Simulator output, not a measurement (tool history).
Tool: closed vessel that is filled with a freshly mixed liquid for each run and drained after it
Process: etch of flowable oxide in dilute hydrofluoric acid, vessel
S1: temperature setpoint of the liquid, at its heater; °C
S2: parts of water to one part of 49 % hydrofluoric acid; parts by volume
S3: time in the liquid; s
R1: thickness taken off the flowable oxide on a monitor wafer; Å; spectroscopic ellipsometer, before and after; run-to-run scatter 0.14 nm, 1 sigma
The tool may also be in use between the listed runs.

run,hour,S1,S2,S3,R1
1,0.0,24.0,295,340,325.94
2,2.0,22.0,325,340,274.52
3,9.4,20.5,350,340,233.63
4,17.1,19.5,365,340,213.28
5,25.6,19.0,375,340,201.77
6,27.1,19.0,275,340,302.13
7,28.3,18.5,310,340,251.88
8,37.2,18.0,335,340,225.34

For run 9, what comes out?
9,41.7,18.0,335,340,?

Run 9 produced R1 227.54 Å.

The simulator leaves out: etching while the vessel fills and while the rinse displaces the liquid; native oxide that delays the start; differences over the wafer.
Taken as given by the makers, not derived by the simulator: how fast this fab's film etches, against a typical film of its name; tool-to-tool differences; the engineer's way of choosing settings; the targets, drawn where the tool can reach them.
